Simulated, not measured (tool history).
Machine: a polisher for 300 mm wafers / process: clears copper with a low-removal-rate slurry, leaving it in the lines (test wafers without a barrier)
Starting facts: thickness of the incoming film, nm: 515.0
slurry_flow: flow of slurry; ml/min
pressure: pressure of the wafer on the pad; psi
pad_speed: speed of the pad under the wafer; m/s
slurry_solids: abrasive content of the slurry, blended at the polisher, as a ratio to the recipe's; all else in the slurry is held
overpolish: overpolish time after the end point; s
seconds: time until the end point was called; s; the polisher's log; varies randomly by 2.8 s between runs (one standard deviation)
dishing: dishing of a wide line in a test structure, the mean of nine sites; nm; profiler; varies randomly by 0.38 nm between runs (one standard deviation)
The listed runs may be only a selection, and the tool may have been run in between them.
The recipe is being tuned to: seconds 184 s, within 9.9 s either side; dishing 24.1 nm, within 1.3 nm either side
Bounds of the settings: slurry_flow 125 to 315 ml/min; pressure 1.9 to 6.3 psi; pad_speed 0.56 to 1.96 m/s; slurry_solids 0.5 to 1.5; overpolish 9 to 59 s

{"run": 1, "day": 0.0, "slurry_flow": 205, "pressure": 4.1, "pad_speed": 1.26, "slurry_solids": 1, "overpolish": 30, "seconds": 90.362, "dishing": 78.658}
{"run": 2, "day": 0.329, "slurry_flow": 205, "pressure": 4.1, "pad_speed": 1.26, "slurry_solids": 1.15, "overpolish": 30, "seconds": 89.248, "dishing": 80.331}
{"run": 3, "day": 0.675, "slurry_flow": 255, "pressure": 4.1, "pad_speed": 1.26, "slurry_solids": 1.15, "overpolish": 30, "seconds": 85.102, "dishing": 84.226}
{"run": 4, "day": 0.879, "slurry_flow": 255, "pressure": 4.1, "pad_speed": 1.26, "slurry_solids": 1.25, "overpolish": 30, "seconds": 84.575, "dishing": 83.726}
{"run": 5, "day": 1.233, "slurry_flow": 255, "pressure": 4.7, "pad_speed": 1.26, "slurry_solids": 1.25, "overpolish": 30, "seconds": 75.469, "dishing": 90.299}
{"run": 6, "day": 1.6, "slurry_flow": 220, "pressure": 4, "pad_speed": 1.16, "slurry_solids": 1.05, "overpolish": 24, "seconds": 97.668, "dishing": 66.485}
{"run": 7, "day": 1.738, "slurry_flow": 195, "pressure": 3.6, "pad_speed": 1.04, "slurry_solids": 0.9, "overpolish": 20, "seconds": 121.04, "dishing": 51.124}
{"day": 1.908, "done": "head pressure recalibrated"}
{"run": 8, "day": 1.908, "slurry_flow": 175, "pressure": 3.2, "pad_speed": 1.02, "slurry_solids": 0.8, "overpolish": 17, "seconds": 150.61, "dishing": 38.704}
{"run": 9, "day": 1.938, "slurry_flow": 160, "pressure": 3, "pad_speed": 1.1, "slurry_solids": 0.7, "overpolish": 15, "seconds": 161.46, "dishing": 32.186}
{"run": 10, "day": 2.221, "slurry_flow": 160, "pressure": 2.9, "pad_speed": 1.14, "slurry_solids": 0.65, "overpolish": 14, "seconds": 167.65, "dishing": 29.347}
{"run": 11, "day": 2.529, "slurry_flow": 160, "pressure": 2.8, "pad_speed": 1.16, "slurry_solids": 0.65, "overpolish": 13, "seconds": 170.59, "dishing": 28.6}
{"run": 12, "day": 2.738, "slurry_flow": 165, "pressure": 2, "pad_speed": 1.28, "slurry_solids": 0.7, "overpolish": 9, "seconds": 211.59, "dishing": 16.21}
{"run": 13, "day": 2.783, "slurry_flow": 165, "pressure": 2.2, "pad_speed": 1.24, "slurry_solids": 0.7, "overpolish": 9, "seconds": 195.78, "dishing": 17.492}
{"run": 14, "day": 2.808, "slurry_flow": 165, "pressure": 2.3, "pad_speed": 1.2, "slurry_solids": 0.7, "overpolish": 9, "seconds": 195.99, "dishing": 18.171}
{"run": 15, "day": 3.104, "slurry_flow": 165, "pressure": 2.4, "pad_speed": 1.16, "slurry_solids": 0.7, "overpolish": 9, "seconds": 190.06, "dishing": 18.345}
{"run": 16, "day": 3.208, "slurry_flow": 160, "pressure": 2.5, "pad_speed": 1.14, "slurry_solids": 0.65, "overpolish": 9, "seconds": 190.48, "dishing": 18.197}
{"run": 17, "day": 3.329, "slurry_flow": 155, "pressure": 2.5, "pad_speed": 1.12, "slurry_solids": 0.65, "overpolish": 10, "seconds": 194.45, "dishing": 19.494}
{"run": 18, "day": 3.525, "slurry_flow": 145, "pressure": 2.9, "pad_speed": 1.08, "slurry_solids": 0.65, "overpolish": 19, "seconds": 173.14, "dishing": 37.315}

Pick the move, out of 4, that brings all results within their allowed miss; only one does.
{"run": "A", "day": 3.721, "slurry_flow": 160, "pressure": 2.4, "pad_speed": 1.08, "slurry_solids": 0.8, "overpolish": 10, "seconds": "?", "dishing": "?"}
{"run": "B", "day": 3.721, "slurry_flow": 125, "pressure": 2.8, "pad_speed": 0.92, "slurry_solids": 0.95, "overpolish": 12, "seconds": "?", "dishing": "?"}
{"run": "C", "day": 3.721, "slurry_flow": 200, "pressure": 2.5, "pad_speed": 1.22, "slurry_solids": 0.6, "overpolish": 10, "seconds": "?", "dishing": "?"}
{"run": "D", "day": 3.721, "slurry_flow": 150, "pressure": 2.4, "pad_speed": 1.06, "slurry_solids": 0.65, "overpolish": 12, "seconds": "?", "dishing": "?"}

move=A seconds=200.17 dishing=19.779
move=B seconds=188.74 dishing=24.578
move=C seconds=187.19 dishing=21.019
move=D seconds=216.04 dishing=21.729
A: pushes the last run's worst result past its target
B: hits every target within its allowed miss
C: pushes the last run's worst result past its target
D: pushes the last run's worst result past its target
The right move is B.
